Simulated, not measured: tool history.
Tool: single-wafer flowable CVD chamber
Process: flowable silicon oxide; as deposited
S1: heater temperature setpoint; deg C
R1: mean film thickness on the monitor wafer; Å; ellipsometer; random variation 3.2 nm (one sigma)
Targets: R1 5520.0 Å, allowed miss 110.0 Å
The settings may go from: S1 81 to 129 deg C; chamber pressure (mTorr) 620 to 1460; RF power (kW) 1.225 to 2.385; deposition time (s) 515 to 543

Run 1, hour 0.0: S1 105 deg C, chamber pressure (mTorr) 1040, RF power (kW) 1.805, deposition time (s) 543. Result: R1 3665.6 Å.
Run 2, hour 5.2: S1 103 deg C, chamber pressure (mTorr) 1040, RF power (kW) 1.805, deposition time (s) 543. Result: R1 3946.2 Å.
Run 3, hour 8.8: S1 103 deg C, chamber pressure (mTorr) 950, RF power (kW) 1.805, deposition time (s) 543. Result: R1 3596.0 Å.
Run 4, hour 9.9: S1 103 deg C, chamber pressure (mTorr) 950, RF power (kW) 1.805, deposition time (s) 543. Result: R1 3638.6 Å.
Run 5, hour 13.8: S1 103 deg C, chamber pressure (mTorr) 1090, RF power (kW) 1.805, deposition time (s) 543. Result: R1 4138.3 Å.
Run 6, hour 21.3: S1 103 deg C, chamber pressure (mTorr) 1240, RF power (kW) 1.805, deposition time (s) 543. Result: R1 4585.1 Å.
Run 7, hour 23.1: S1 102 deg C, chamber pressure (mTorr) 1240, RF power (kW) 1.805, deposition time (s) 543. Result: R1 4856.7 Å.
Run 8, hour 30.6: S1 101 deg C, chamber pressure (mTorr) 1240, RF power (kW) 1.805, deposition time (s) 543. Result: R1 5021.5 Å.
Run 9, hour 35.3: S1 99 deg C, chamber pressure (mTorr) 1240, RF power (kW) 1.805, deposition time (s) 543. Result: R1 5360.1 Å.

Which of these 4 next moves meets every target?
Run A, hour 40.0: S1 95 deg C, chamber pressure (mTorr) 1180, RF power (kW) 1.845, deposition time (s) 536. Result: R1 ?.
Run B, hour 40.0: S1 97 deg C, chamber pressure (mTorr) 1230, RF power (kW) 1.740, deposition time (s) 533. Result: R1 ?.
Run C, hour 40.0: S1 100 deg C, chamber pressure (mTorr) 1330, RF power (kW) 2.140, deposition time (s) 542. Result: R1 ?.
Run D, hour 40.0: S1 99 deg C, chamber pressure (mTorr) 1210, RF power (kW) 2.070, deposition time (s) 543. Result: R1 ?.

move      R1
   A  5772.8
   B  5503.9
   C  5703.4
   D  5363.8
A: takes the result that was furthest off past its target
B: meets every target
C: takes the result that was furthest off past its target
D: as far off as the last run
The right move is B.
